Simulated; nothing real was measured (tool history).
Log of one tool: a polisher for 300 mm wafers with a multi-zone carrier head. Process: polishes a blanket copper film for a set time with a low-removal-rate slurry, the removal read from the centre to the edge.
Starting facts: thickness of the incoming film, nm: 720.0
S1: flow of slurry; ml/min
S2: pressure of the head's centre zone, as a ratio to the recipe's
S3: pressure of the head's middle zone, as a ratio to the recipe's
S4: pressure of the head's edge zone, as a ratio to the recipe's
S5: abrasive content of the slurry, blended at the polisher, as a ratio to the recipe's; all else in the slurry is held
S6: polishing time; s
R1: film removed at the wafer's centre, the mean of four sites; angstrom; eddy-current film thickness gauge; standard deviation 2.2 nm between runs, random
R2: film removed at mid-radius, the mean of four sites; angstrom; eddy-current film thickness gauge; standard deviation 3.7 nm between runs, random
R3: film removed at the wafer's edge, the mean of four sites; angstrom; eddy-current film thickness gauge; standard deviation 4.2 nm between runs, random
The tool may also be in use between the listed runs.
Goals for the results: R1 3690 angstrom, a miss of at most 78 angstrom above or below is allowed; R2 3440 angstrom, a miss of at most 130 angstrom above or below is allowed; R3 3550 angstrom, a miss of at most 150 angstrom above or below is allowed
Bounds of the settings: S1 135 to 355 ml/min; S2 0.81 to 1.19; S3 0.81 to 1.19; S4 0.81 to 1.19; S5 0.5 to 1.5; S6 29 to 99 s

{"run": 1, "hour": 0.0, "S1": 225, "S2": 1, "S3": 1, "S4": 1, "S5": 1, "S6": 64, "R1": 2822.8, "R2": 2842.3, "R3": 2842.3}
{"run": 2, "hour": 3.2, "S1": 225, "S2": 1, "S3": 0.95, "S4": 1, "S5": 1, "S6": 64, "R1": 2816.1, "R2": 2701.3, "R3": 2775}
{"run": 3, "hour": 6.7, "S1": 225, "S2": 1, "S3": 0.95, "S4": 1.08, "S5": 1, "S6": 64, "R1": 2796.2, "R2": 2746.3, "R3": 2875.9}
{"run": 4, "hour": 9.7, "S1": 230, "S2": 1.03, "S3": 0.96, "S4": 1.1, "S5": 1.1, "S6": 64, "R1": 2970.6, "R2": 2808.8, "R3": 2968.3}
{"run": 5, "hour": 11.6, "S1": 230, "S2": 1.06, "S3": 0.96, "S4": 1.1, "S5": 1.1, "S6": 64, "R1": 3015.4, "R2": 2828.1, "R3": 2909.3}
{"run": 6, "hour": 16.0, "S1": 230, "S2": 1.06, "S3": 0.96, "S4": 1.18, "S5": 1.1, "S6": 64, "R1": 3028.2, "R2": 2836.3, "R3": 3011.1}
{"run": 7, "hour": 24.4, "S1": 240, "S2": 1.07, "S3": 0.97, "S4": 1.18, "S5": 1.2, "S6": 65, "R1": 3162.7, "R2": 2974.7, "R3": 3103.7}
{"run": 8, "hour": 30.2, "S1": 245, "S2": 1.07, "S3": 0.97, "S4": 1.18, "S5": 1.25, "S6": 66, "R1": 3269.3, "R2": 3016.8, "R3": 3214.5}
{"run": 9, "hour": 39.1, "S1": 255, "S2": 1.07, "S3": 0.98, "S4": 1.18, "S5": 1.3, "S6": 66, "R1": 3279.2, "R2": 3121.6, "R3": 3252.6}
{"run": 10, "hour": 40.0, "S1": 260, "S2": 1.08, "S3": 0.98, "S4": 1.18, "S5": 1.35, "S6": 67, "R1": 3409.5, "R2": 3157, "R3": 3345.7}
{"run": 11, "hour": 43.8, "S1": 270, "S2": 1.09, "S3": 0.99, "S4": 1.18, "S5": 1.4, "S6": 67, "R1": 3484.6, "R2": 3234.6, "R3": 3354.1}
{"run": 12, "hour": 50.7, "S1": 275, "S2": 1.09, "S3": 0.99, "S4": 1.18, "S5": 1.4, "S6": 67, "R1": 3533.7, "R2": 3260.6, "R3": 3345.5}
{"run": 13, "hour": 52.6, "S1": 280, "S2": 1.09, "S3": 0.99, "S4": 1.18, "S5": 1.4, "S6": 67, "R1": 3519.1, "R2": 3173.3, "R3": 3357.2}
{"run": 14, "hour": 56.5, "S1": 280, "S2": 1.09, "S3": 1, "S4": 1.18, "S5": 1.4, "S6": 67, "R1": 3511.6, "R2": 3304.5, "R3": 3381.3}
{"run": 15, "hour": 60.9, "S1": 285, "S2": 1.09, "S3": 1, "S4": 1.18, "S5": 1.4, "S6": 67, "R1": 3470.1, "R2": 3273.4, "R3": 3327.4}
{"run": 16, "hour": 66.5, "S1": 285, "S2": 1.09, "S3": 1, "S4": 1.19, "S5": 1.45, "S6": 68, "R1": 3595.1, "R2": 3362.4, "R3": 3526.9}

Which single option among these 4 for the next run brings every result within its allowed miss of target? Just one does.
{"run": "A", "hour": 72.1, "S1": 295, "S2": 1.08, "S3": 1, "S4": 1.17, "S5": 1.25, "S6": 72, "R1": "?", "R2": "?", "R3": "?"}
{"run": "B", "hour": 72.1, "S1": 315, "S2": 1.13, "S3": 0.99, "S4": 1.17, "S5": 0.95, "S6": 76, "R1": "?", "R2": "?", "R3": "?"}
{"run": "C", "hour": 72.1, "S1": 330, "S2": 1.15, "S3": 1.06, "S4": 1.1, "S5": 1.35, "S6": 67, "R1": "?", "R2": "?", "R3": "?"}
{"run": "D", "hour": 72.1, "S1": 255, "S2": 1.06, "S3": 1, "S4": 1.19, "S5": 1.45, "S6": 69, "R1": "?", "R2": "?", "R3": "?"}

move=A R1=3665.6 R2=3539 R3=3615.4
move=B R1=3834.4 R2=3527.2 R3=3626.6
move=C R1=3707.7 R2=3532.2 R3=3377.5
move=D R1=3506.4 R2=3447.4 R3=3553.7
A: every result lands within tolerance
B: takes the result that was furthest off past its target
C: the furthest-off result lands on target, but another misses its tolerance
D: moves away from the targets compared with the last run
Correct choice: A, which meets every target
